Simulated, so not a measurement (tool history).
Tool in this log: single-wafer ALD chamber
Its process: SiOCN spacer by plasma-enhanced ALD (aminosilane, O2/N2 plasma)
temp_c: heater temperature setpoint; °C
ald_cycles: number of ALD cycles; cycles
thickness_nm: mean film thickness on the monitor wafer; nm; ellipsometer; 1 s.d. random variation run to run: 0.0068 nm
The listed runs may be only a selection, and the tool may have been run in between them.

Run 1, hour 0.0: temp_c 420 °C, ald_cycles 39 cycles. Result: thickness_nm 2.2557 nm.
Run 2, hour 8.1: temp_c 423 °C, ald_cycles 38 cycles. Result: thickness_nm 2.1831 nm.
Run 3, hour 11.9: temp_c 413 °C, ald_cycles 38 cycles. Result: thickness_nm 2.2485 nm.
Run 4, hour 16.2: temp_c 417 °C, ald_cycles 37 cycles. Result: thickness_nm 2.1702 nm.
Run 5, hour 22.8: temp_c 421 °C, ald_cycles 36 cycles. Result: thickness_nm 2.0832 nm.
Run 6, hour 24.5: temp_c 429 °C, ald_cycles 36 cycles. Result: thickness_nm 2.0455 nm.

Predict the results of run 7:
Run 7, hour 31.3: temp_c 431 °C, ald_cycles 36 cycles. Result: thickness_nm ?.

thickness_nm: 2.0099 nm
